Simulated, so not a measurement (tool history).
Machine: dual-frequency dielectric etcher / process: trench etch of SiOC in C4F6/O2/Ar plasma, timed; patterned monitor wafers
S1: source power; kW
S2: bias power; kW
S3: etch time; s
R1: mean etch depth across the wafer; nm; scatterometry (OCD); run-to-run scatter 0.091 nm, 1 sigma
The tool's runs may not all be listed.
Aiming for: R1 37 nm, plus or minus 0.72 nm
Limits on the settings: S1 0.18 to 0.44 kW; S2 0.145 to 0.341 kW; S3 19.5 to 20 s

run	day	S1	S2	S3	R1
1	0	0.31	0.243	19.5	41.85
2	0.329	0.31	0.217	19.5	40.493
3	0.392	0.3	0.215	19.5	39.867
4	0.683	0.3	0.215	20	40.74
5	0.767	0.3	0.197	20	39.778
6	0.854	0.3	0.197	20	39.75
7	0.942	0.29	0.196	20	39.264
8	1.262	0.24	0.188	20	35.326
9	1.604	0.25	0.189	20	36.2

Which of these 5 next moves meets every target?
A	1.946	0.24	0.199	19.5	?
B	1.946	0.21	0.265	20	?
C	1.946	0.24	0.18	20	?
D	1.946	0.25	0.177	20	?
E	1.946	0.26	0.156	20	?

move	R1
A	35.27
B	37.197
C	35.111
D	35.607
E	34.978
A: moves away from the targets compared with the last run
B: all results land within tolerance of their targets
C: moves away from the targets compared with the last run
D: moves away from the targets compared with the last run
E: moves away from the targets compared with the last run
B meets every target.
